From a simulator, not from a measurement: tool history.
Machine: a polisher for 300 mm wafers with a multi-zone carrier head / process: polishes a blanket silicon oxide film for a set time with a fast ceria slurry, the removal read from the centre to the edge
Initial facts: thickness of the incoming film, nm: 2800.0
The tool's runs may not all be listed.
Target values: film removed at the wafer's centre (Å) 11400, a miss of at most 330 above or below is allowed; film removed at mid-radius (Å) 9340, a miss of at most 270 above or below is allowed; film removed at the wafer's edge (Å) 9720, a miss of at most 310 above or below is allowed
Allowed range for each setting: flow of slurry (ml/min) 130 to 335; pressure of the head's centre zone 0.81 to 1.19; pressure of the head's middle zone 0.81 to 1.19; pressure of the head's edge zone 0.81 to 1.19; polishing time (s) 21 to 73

run  hour  flow of slurry (ml/min)  pressure of the head's centre zone  pressure of the head's middle zone  pressure of the head's edge zone  polishing time (s)  film removed at the wafer's centre (Å)  film removed at mid-radius (Å)  film removed at the wafer's edge (Å)
  1     0                      215                                   1                                   1                                 1                  47                                  7851.4                          8036.9                                8107.9
  2   5.1                      215                                   1                                   1                              0.94                  47                                  7816.6                          7797.3                                7870.7
  3   6.1                      230                                1.03                                0.99                              0.96                  48                                  8310.3                          8139.1                                8105.6
  4  14.1                      235                                1.06                                0.97                              0.98                  49                                  8685.9                          8250.4                                8327.7
  5    21                      235                                1.12                                0.97                              0.98                  49                                  9196.1                            8218                                  8550
  6  23.6                      245                                1.13                                0.96                              0.98                  50                                  9626.4                          8371.7                                8711.9
  7  32.3                      255                                1.14                                0.96                              0.99                  51                                   10070                          8491.2                                  8957
  8  39.1                      260                                1.15                                0.97                                 1                  51                                   10035                          8647.1                                8995.2
  9  46.1                      265                                1.16                                0.97                                 1                  52                                   10434                          8890.9                                9181.2
 10  48.5                      270                                1.17                                0.97                                 1                  52                                   10596                            8810                                9243.6
 11  51.4                      275                                1.17                                0.97                                 1                  52                                   10575                          8832.8                                9237.4

Consider the 4 candidate settings below. Which is the only one whose results all fall within their allowed miss of target?
  A  54.3                      200                                1.05                                1.06                              1.01                  58                                       ?                               ?                                     ?
  B  54.3                      245                                1.19                                0.97                              0.99                  56                                       ?                               ?                                     ?
  C  54.3                      305                                1.07                                0.93                               1.1                  52                                       ?                               ?                                     ?
  D  54.3                      250                                1.17                                 0.9                              1.05                  55                                       ?                               ?                                     ?

move  film removed at the wafer's centre (Å)  film removed at mid-radius (Å)  film removed at the wafer's edge (Å)
   A                                   10099                           10205                                 10007
   B                                   11397                          9390.1                                9780.3
   C                                  9761.1                          8625.4                                9746.6
   D                                   11029                          8684.7                                9912.6
A: further off than the last run
B: meets every target
C: further off than the last run
D: about the same distance from the targets as the last run
B meets every target.

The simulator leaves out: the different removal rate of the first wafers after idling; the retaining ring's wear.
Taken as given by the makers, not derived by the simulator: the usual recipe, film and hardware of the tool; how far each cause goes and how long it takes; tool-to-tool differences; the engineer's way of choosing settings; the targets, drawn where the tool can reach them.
